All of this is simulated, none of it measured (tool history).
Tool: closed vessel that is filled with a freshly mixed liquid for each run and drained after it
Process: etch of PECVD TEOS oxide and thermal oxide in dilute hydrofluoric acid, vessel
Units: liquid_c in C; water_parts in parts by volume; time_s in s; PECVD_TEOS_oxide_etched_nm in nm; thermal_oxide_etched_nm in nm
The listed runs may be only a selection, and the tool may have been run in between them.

| run | hour | liquid_c | water_parts | time_s | PECVD_TEOS_oxide_etched_nm | thermal_oxide_etched_nm |
|---|---|---|---|---|---|---|
| 1 | 0.0 | 23.0 | 110 | 515 | 44.429 | 23.687 |
| 2 | 2.4 | 21.5 | 115 | 515 | 40.208 | 21.225 |
| 3 | 8.7 | 21.5 | 115 | 675 | 52.467 | 27.568 |
| 4 | 15.3 | 20.5 | 125 | 675 | 45.678 | 24.248 |
| 5 | 20.4 | 20.5 | 155 | 675 | 35.889 | 18.859 |
| 6 | 22.6 | 20.5 | 140 | 675 | 40.192 | 21.223 |
| 7 | 24.0 | 19.5 | 145 | 675 | 37.221 | 19.672 |

The next listed run, before its measurement:
| 8 | 26.5 | 19.0 | 150 | 675 | ? | ? |

{"run 8": {"PECVD_TEOS_oxide_etched_nm": 35.047, "thermal_oxide_etched_nm": 18.419}}

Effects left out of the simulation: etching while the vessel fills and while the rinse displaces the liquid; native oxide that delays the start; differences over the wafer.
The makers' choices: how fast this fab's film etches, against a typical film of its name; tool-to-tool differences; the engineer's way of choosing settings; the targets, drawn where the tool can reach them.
